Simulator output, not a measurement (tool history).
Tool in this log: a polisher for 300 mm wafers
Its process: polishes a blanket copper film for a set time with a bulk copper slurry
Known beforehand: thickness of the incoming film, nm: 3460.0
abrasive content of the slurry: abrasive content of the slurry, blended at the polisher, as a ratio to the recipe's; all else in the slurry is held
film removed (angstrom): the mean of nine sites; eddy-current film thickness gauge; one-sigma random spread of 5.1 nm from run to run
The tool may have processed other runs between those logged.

| run | hour | flow of slurry (ml/min) | pressure of the wafer on the pad (psi) | speed of the pad under the wafer (m/s) | abrasive content of the slurry | polishing time (s) | film removed (angstrom) |
|---|---|---|---|---|---|---|---|
| 1 | 0 | 220 | 2.3 | 1.22 | 1 | 44 | 3488.7 |
| 2 | 1.5 | 220 | 2.4 | 1.22 | 1 | 44 | 3662.4 |
| 3 | 4.5 | 220 | 2.5 | 1.22 | 1 | 44 | 3811.6 |
| 4 | 10.2 | 220 | 2.6 | 1.22 | 1 | 44 | 3852.7 |
| 5 | 10.9 | 220 | 2.6 | 1.22 | 1 | 39 | 3474.5 |
| 6 | 15 | 220 | 2.6 | 1.22 | 1.15 | 39 | 3564.2 |
| 7 | 15.8 | 220 | 2.7 | 1.22 | 1.15 | 39 | 3766.3 |
| 8 | 18.4 | 220 | 2.8 | 1.22 | 1.15 | 39 | 3899.2 |

The next listed run, before its measurement:
| 9 | 22 | 220 | 2.9 | 1.22 | 1.15 | 39 | ? |

Run 9 came out at film removed (angstrom) 3981.3.
